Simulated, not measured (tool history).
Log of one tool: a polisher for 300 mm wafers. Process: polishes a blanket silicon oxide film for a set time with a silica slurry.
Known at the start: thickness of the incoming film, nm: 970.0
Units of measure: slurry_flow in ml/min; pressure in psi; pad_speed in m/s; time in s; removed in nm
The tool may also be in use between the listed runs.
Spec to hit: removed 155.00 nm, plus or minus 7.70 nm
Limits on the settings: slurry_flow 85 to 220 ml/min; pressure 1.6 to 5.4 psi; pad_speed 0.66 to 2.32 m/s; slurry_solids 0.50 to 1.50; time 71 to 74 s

{"run": 1, "hour": 0.0, "slurry_flow": 140, "pressure": 3.5, "pad_speed": 1.48, "slurry_solids": 1.0, "time": 71, "removed": 252.06}
{"run": 2, "hour": 3.4, "slurry_flow": 140, "pressure": 3.5, "pad_speed": 1.48, "slurry_solids": 1.0, "time": 71, "removed": 259.64}
{"run": 3, "hour": 6.8, "slurry_flow": 140, "pressure": 3.2, "pad_speed": 1.46, "slurry_solids": 1.0, "time": 71, "removed": 233.47}
{"run": 4, "hour": 14.4, "slurry_flow": 140, "pressure": 3.0, "pad_speed": 1.44, "slurry_solids": 1.0, "time": 71, "removed": 223.67}
{"run": 5, "hour": 19.7, "slurry_flow": 110, "pressure": 3.0, "pad_speed": 1.44, "slurry_solids": 1.0, "time": 71, "removed": 215.96}
{"run": 6, "hour": 21.0, "slurry_flow": 120, "pressure": 3.0, "pad_speed": 1.44, "slurry_solids": 1.0, "time": 71, "removed": 224.32}
{"run": 7, "hour": 26.2, "slurry_flow": 120, "pressure": 2.8, "pad_speed": 1.4, "slurry_solids": 1.0, "time": 71, "removed": 203.82}
{"run": 8, "hour": 27.9, "slurry_flow": 120, "pressure": 2.6, "pad_speed": 1.4, "slurry_solids": 1.0, "time": 71, "removed": 194.11}
{"run": 9, "hour": 36.4, "slurry_flow": 120, "pressure": 2.5, "pad_speed": 1.4, "slurry_solids": 1.0, "time": 71, "removed": 181.17}
{"run": 10, "hour": 37.2, "slurry_flow": 120, "pressure": 2.4, "pad_speed": 1.4, "slurry_solids": 1.0, "time": 71, "removed": 179.14}
{"run": 11, "hour": 43.8, "slurry_flow": 120, "pressure": 2.4, "pad_speed": 1.4, "slurry_solids": 1.0, "time": 71, "removed": 184.51}
{"run": 12, "hour": 44.9, "slurry_flow": 120, "pressure": 2.3, "pad_speed": 1.4, "slurry_solids": 1.0, "time": 71, "removed": 174.86}
{"run": 13, "hour": 48.9, "slurry_flow": 120, "pressure": 2.2, "pad_speed": 1.4, "slurry_solids": 1.0, "time": 71, "removed": 167.73}

Which single option among these 4 for the next run brings every result within its allowed miss of target? Just one does.
{"run": "A", "hour": 52.9, "slurry_flow": 115, "pressure": 2.1, "pad_speed": 1.4, "slurry_solids": 0.95, "time": 71, "removed": "?"}
{"run": "B", "hour": 52.9, "slurry_flow": 120, "pressure": 2.5, "pad_speed": 1.24, "slurry_solids": 1.1, "time": 72, "removed": "?"}
{"run": "C", "hour": 52.9, "slurry_flow": 120, "pressure": 2.3, "pad_speed": 1.34, "slurry_solids": 1.25, "time": 71, "removed": "?"}
{"run": "D", "hour": 52.9, "slurry_flow": 110, "pressure": 2.5, "pad_speed": 1.44, "slurry_solids": 1.0, "time": 74, "removed": "?"}

move=A removed=153.68
move=B removed=178.11
move=C removed=179.41
move=D removed=188.35
A: each result inside its tolerance
B: further off than the last run
C: further off than the last run
D: further off than the last run
Correct choice: A, which meets every target
